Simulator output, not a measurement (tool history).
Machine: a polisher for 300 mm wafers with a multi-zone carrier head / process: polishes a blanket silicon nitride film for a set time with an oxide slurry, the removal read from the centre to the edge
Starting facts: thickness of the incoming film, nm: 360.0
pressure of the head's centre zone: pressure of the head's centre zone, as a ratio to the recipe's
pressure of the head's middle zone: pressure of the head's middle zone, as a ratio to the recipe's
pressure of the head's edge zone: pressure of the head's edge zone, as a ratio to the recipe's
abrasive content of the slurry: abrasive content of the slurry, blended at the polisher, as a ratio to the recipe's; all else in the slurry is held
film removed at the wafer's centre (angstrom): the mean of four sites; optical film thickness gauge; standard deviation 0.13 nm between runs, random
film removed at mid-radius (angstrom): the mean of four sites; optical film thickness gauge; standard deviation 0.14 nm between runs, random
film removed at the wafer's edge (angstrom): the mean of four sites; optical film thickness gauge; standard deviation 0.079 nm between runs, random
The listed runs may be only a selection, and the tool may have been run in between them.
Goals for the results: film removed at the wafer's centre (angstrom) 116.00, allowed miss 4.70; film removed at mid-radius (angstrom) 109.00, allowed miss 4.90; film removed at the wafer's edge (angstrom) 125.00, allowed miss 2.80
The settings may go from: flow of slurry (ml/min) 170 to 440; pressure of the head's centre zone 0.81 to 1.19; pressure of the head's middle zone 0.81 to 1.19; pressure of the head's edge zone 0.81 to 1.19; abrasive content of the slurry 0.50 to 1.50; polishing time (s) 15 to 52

run  hour  flow of slurry (ml/min)  pressure of the head's centre zone  pressure of the head's middle zone  pressure of the head's edge zone  abrasive content of the slurry  polishing time (s)  film removed at the wafer's centre (angstrom)  film removed at mid-radius (angstrom)  film removed at the wafer's edge (angstrom)
  1   0.0                      280                                1.00                                1.00                              1.00                            1.00                  33                                         149.24                                 149.55                                       144.70
  2   7.9                      275                                0.99                                0.98                              1.00                            0.95                  33                                         142.39                                 139.03                                       142.91
  3  10.4                      275                                0.99                                0.98                              1.00                            1.10                  33                                         151.12                                 149.43                                       151.99
  4  16.8                      275                                0.99                                0.98                              1.00                            1.10                  27                                         123.89                                 123.16                                       122.18
  5  19.7                      275                                0.99                                1.06                              1.00                            1.10                  27                                         122.50                                 132.24                                       123.56
  6  22.0                      275                                0.99                                1.06                              1.00                            1.30                  27                                         132.70                                 141.96                                       131.93
  7  24.7                      270                                0.98                                1.03                              1.00                            1.30                  27                                         129.74                                 136.88                                       131.01
  8  31.8                      265                                0.97                                1.01                              1.00                            1.30                  27                                         127.70                                 136.59                                       130.59
  9  36.6                      260                                0.97                                0.99                              1.01                            1.30                  27                                         129.54                                 134.17                                       131.29
 10  42.6                      260                                0.96                                0.97                              1.02                            1.30                  27                                         125.37                                 128.64                                       132.75
 11  43.5                      255                                0.96                                0.95                              1.02                            1.30                  27                                         125.93                                 127.23                                       129.92
 12  50.4                      250                                0.96                                0.93                              1.02                            1.30                  27                                         127.45                                 124.02                                       129.60
 13  57.6                      245                                0.95                                0.92                              1.02                            1.30                  27                                         125.14                                 125.04                                       131.42
 14  61.5                      245                                0.95                                0.91                              1.02                            1.30                  27                                         124.75                                 123.43                                       131.83

Next run, 4 choices. One meets every target within its allowed miss, the rest don't. Which?
  A  65.4                      230                                0.90                                1.05                              0.86                            1.15                  28                                              ?                                      ?                                            ?
  B  65.4                      210                                0.94                                0.86                              1.04                            1.25                  26                                              ?                                      ?                                            ?
  C  65.4                      265                                0.85                                1.07                              0.81                            1.30                  29                                              ?                                      ?                                            ?
  D  65.4                      220                                0.92                                0.98                              0.99                            1.40                  27                                              ?                                      ?                                            ?

move  film removed at the wafer's centre (angstrom)  film removed at mid-radius (angstrom)  film removed at the wafer's edge (angstrom)
   A                                         114.28                                 136.54                                       122.00
   B                                         113.15                                 109.68                                       124.29
   C                                         118.44                                 152.17                                       130.79
   D                                         120.34                                 132.75                                       132.19
A: moves away from the targets compared with the last run
B: every result lands within tolerance
C: moves away from the targets compared with the last run
D: moves away from the targets compared with the last run
So the answer is move B, the one that meets all the targets.
